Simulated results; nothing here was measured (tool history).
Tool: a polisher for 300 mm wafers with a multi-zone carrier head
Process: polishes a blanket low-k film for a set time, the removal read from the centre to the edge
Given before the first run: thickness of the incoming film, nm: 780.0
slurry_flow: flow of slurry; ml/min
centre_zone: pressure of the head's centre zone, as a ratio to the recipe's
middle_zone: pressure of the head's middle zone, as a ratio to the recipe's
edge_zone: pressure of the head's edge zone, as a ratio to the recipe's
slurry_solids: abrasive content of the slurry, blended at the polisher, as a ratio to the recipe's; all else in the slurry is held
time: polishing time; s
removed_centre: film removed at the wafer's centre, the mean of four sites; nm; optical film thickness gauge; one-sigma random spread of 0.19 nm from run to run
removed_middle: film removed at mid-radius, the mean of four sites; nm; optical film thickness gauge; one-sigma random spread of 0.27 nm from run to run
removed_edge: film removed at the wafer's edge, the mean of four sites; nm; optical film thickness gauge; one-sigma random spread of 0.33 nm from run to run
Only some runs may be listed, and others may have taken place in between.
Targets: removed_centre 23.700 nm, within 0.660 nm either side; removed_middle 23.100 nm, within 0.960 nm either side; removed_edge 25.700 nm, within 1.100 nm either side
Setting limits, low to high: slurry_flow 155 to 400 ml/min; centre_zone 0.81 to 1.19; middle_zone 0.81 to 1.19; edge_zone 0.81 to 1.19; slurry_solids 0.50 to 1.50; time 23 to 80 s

Run 1, hour 0.0: slurry_flow 255 ml/min, centre_zone 1.00, middle_zone 1.00, edge_zone 1.00, slurry_solids 1.00, time 51 s. Result: removed_centre 19.139 nm, removed_middle 20.342 nm, removed_edge 20.199 nm.
Run 2, hour 6.9: slurry_flow 255 ml/min, centre_zone 1.00, middle_zone 1.05, edge_zone 1.00, slurry_solids 1.00, time 51 s. Result: removed_centre 19.648 nm, removed_middle 21.756 nm, removed_edge 20.287 nm.
Run 3, hour 11.4: slurry_flow 255 ml/min, centre_zone 1.00, middle_zone 1.05, edge_zone 0.93, slurry_solids 1.00, time 51 s. Result: removed_centre 19.636 nm, removed_middle 22.078 nm, removed_edge 19.786 nm.
Run 4, hour 12.5: slurry_flow 255 ml/min, centre_zone 1.00, middle_zone 1.05, edge_zone 0.97, slurry_solids 1.00, time 51 s. Result: removed_centre 19.688 nm, removed_middle 21.421 nm, removed_edge 19.675 nm.
Run 5, hour 14.3: slurry_flow 295 ml/min, centre_zone 1.00, middle_zone 1.05, edge_zone 0.97, slurry_solids 1.00, time 51 s. Result: removed_centre 19.951 nm, removed_middle 21.753 nm, removed_edge 20.197 nm.
Run 6, hour 14.9: slurry_flow 265 ml/min, centre_zone 1.00, middle_zone 1.05, edge_zone 0.97, slurry_solids 1.00, time 51 s. Result: removed_centre 19.524 nm, removed_middle 21.764 nm, removed_edge 19.892 nm.
Run 7, hour 15.7: slurry_flow 335 ml/min, centre_zone 1.04, middle_zone 0.96, edge_zone 1.07, slurry_solids 1.25, time 52 s. Result: removed_centre 23.792 nm, removed_middle 23.237 nm, removed_edge 24.382 nm.
Run 8, hour 18.2: slurry_flow 335 ml/min, centre_zone 1.04, middle_zone 0.95, edge_zone 1.09, slurry_solids 1.25, time 52 s. Result: removed_centre 23.649 nm, removed_middle 23.269 nm, removed_edge 23.851 nm.

4 candidate next runs follow, results not yet known. Just one meets every target within its allowed miss. Identify it.
Run A, hour 20.7: slurry_flow 330 ml/min, centre_zone 0.92, middle_zone 0.86, edge_zone 1.19, slurry_solids 1.30, time 57 s. Result: removed_centre ?, removed_middle ?, removed_edge ?.
Run B, hour 20.7: slurry_flow 230 ml/min, centre_zone 1.13, middle_zone 1.12, edge_zone 1.11, slurry_solids 1.05, time 54 s. Result: removed_centre ?, removed_middle ?, removed_edge ?.
Run C, hour 20.7: slurry_flow 330 ml/min, centre_zone 1.01, middle_zone 0.91, edge_zone 1.14, slurry_solids 1.35, time 52 s. Result: removed_centre ?, removed_middle ?, removed_edge ?.
Run D, hour 20.7: slurry_flow 305 ml/min, centre_zone 1.15, middle_zone 1.12, edge_zone 1.18, slurry_solids 1.30, time 46 s. Result: removed_centre ?, removed_middle ?, removed_edge ?.

move  removed_centre  removed_middle  removed_edge
   A          23.068          23.512        27.636
   B          23.387          24.238        22.174
   C          23.486          22.815        25.019
   D          23.155          23.488        21.997
A: carries the result that was furthest off beyond its target, to the other side
B: moves away from the targets compared with the last run
C: all results in spec
D: moves away from the targets compared with the last run
The move that meets every target is C.

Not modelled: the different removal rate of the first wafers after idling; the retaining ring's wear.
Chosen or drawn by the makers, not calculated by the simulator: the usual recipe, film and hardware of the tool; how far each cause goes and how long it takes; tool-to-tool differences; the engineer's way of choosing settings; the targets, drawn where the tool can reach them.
